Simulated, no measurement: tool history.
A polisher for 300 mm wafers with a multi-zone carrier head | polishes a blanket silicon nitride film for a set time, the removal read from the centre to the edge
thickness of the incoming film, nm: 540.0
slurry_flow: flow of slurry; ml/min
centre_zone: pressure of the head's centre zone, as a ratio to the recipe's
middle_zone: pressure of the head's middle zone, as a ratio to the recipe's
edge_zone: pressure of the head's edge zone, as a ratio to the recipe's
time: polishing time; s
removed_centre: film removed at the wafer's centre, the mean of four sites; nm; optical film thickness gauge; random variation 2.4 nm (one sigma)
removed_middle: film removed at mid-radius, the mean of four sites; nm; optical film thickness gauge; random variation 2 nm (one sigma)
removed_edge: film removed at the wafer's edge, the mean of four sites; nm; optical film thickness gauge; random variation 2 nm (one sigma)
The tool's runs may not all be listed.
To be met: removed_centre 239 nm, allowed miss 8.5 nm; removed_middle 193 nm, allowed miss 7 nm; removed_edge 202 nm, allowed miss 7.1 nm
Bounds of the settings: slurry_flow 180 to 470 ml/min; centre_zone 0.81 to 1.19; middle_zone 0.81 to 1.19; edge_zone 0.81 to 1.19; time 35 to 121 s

run    day  slurry_flow  centre_zone  middle_zone  edge_zone  time  removed_centre  removed_middle  removed_edge
  1      0          300            1            1          1    78          146.52          149.56           145
  2  0.183          300         1.05            1          1    78          153.01          150.84         147.3
  3    0.3          310         1.07         0.98       0.99    82          163.61          155.57        155.07
  4  0.621          310         1.07         0.94       0.99    82          161.54           150.3        151.69
  5  0.717          320         1.09         0.93       0.99    86          172.37          155.65        163.47
  6  1.012          320         1.11         0.93       0.97    89          185.24          161.45        164.85
  7  1.383          325         1.12         0.93       0.98    91          189.53          164.82        169.45
  8  1.554          325         1.12         0.93       0.98    91          187.37          167.54        167.02
  9  1.579          325         1.12         0.93       0.98    91          186.72          164.51        169.26

4 next moves are on the table. One of them brings every result within its allowed miss. Which?
  A  1.604          300         1.13         0.98        0.9   102               ?               ?             ?
  B  1.604          375         1.19          0.9       0.96   108               ?               ?             ?
  C  1.604          335         1.19         0.91       0.84   108               ?               ?             ?
  D  1.604          405         0.82         0.92       1.13   110               ?               ?             ?

move  removed_centre  removed_middle  removed_edge
   A          208.82          191.28        182.46
   B          236.44          192.57        202.57
   C          233.86          192.45        189.05
   D          177.66          201.25        224.59
A: nearer than the last run, and not there yet
B: meets every target
C: brings the result that was furthest off to its target, and leaves another outside
D: further off than the last run
Answer: B

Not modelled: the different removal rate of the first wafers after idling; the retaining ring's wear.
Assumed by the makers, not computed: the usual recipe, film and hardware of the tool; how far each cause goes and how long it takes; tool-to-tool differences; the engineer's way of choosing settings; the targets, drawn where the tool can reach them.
